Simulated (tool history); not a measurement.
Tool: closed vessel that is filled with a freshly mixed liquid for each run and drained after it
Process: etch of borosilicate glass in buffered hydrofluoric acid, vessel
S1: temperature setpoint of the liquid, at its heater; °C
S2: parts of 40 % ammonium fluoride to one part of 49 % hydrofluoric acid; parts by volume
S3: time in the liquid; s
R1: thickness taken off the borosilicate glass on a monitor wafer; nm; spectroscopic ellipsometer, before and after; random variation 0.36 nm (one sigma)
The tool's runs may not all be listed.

run	hour	S1	S2	S3	R1
1	0.0	20.0	8.5	90	104.160
2	5.9	19.0	9.0	90	92.181
3	10.4	19.0	9.0	90	92.966
4	13.4	18.5	9.5	90	86.509
5	20.3	18.5	9.5	95	91.411
6	27.9	18.0	10.0	95	86.471
7	32.8	17.5	10.0	95	83.741
8	36.6	17.0	10.5	95	77.725

Run 9 comes next. What will it give?
9	40.6	17.0	10.5	95	?

R1: 77.521 nm
